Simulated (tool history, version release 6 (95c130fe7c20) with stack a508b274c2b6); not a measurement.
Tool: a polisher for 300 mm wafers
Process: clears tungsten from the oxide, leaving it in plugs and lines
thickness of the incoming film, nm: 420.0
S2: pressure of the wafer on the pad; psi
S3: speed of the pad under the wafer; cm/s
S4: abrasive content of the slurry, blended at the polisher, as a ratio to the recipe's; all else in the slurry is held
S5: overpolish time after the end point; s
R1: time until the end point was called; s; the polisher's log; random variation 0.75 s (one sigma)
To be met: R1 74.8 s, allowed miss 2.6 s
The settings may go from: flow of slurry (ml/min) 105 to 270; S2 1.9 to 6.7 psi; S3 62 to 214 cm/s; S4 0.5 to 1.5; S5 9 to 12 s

run 1 hour=0 | flow_of_slurry_(ml/min)=175 S2=4.3 S3=138 S4=1 S5=12 | R1=52.728
run 2 hour=6.1 | flow_of_slurry_(ml/min)=175 S2=4.3 S3=138 S4=1 S5=12 | R1=52.046
run 3 hour=9.1 | flow_of_slurry_(ml/min)=175 S2=4.3 S3=138 S4=1 S5=12 | R1=53.059
run 4 hour=11.7 | flow_of_slurry_(ml/min)=175 S2=4.1 S3=138 S4=1 S5=12 | R1=56.134
run 5 hour=18.2 | flow_of_slurry_(ml/min)=175 S2=4.1 S3=138 S4=0.9 S5=12 | R1=56.949
run 6 hour=26.9 | flow_of_slurry_(ml/min)=175 S2=4 S3=138 S4=0.9 S5=12 | R1=58.495
run 7 hour=34.3 | flow_of_slurry_(ml/min)=175 S2=3.9 S3=138 S4=0.9 S5=12 | R1=59.486
run 8 hour=41.8 | flow_of_slurry_(ml/min)=175 S2=3.8 S3=138 S4=0.9 S5=12 | R1=59.904
run 9 hour=42.4 | flow_of_slurry_(ml/min)=175 S2=3.7 S3=138 S4=0.9 S5=12 | R1=62.043
run 10 hour=45.7 | flow_of_slurry_(ml/min)=175 S2=3.6 S3=138 S4=0.9 S5=12 | R1=62.997
run 11 hour=54 | flow_of_slurry_(ml/min)=175 S2=3.5 S3=138 S4=0.9 S5=12 | R1=65.706
run 12 hour=62.7 | flow_of_slurry_(ml/min)=175 S2=3.4 S3=138 S4=0.9 S5=12 | R1=66.279

Which of these 5 next moves meets every target?
run A hour=71.4 | flow_of_slurry_(ml/min)=190 S2=3.5 S3=152 S4=0.95 S5=12 | R1=?
run B hour=71.4 | flow_of_slurry_(ml/min)=160 S2=3.9 S3=146 S4=0.85 S5=12 | R1=?
run C hour=71.4 | flow_of_slurry_(ml/min)=180 S2=3 S3=134 S4=1 S5=12 | R1=?
run D hour=71.4 | flow_of_slurry_(ml/min)=200 S2=3.7 S3=132 S4=0.75 S5=12 | R1=?
run E hour=71.4 | flow_of_slurry_(ml/min)=200 S2=3.7 S3=148 S4=0.95 S5=12 | R1=?

move=A R1=58.052
move=B R1=57.587
move=C R1=73.515
move=D R1=66.329
move=E R1=56.325
A: further off than the last run
B: further off than the last run
C: meets every target
D: as far off as the last run
E: further off than the last run
Move C is the one to make.
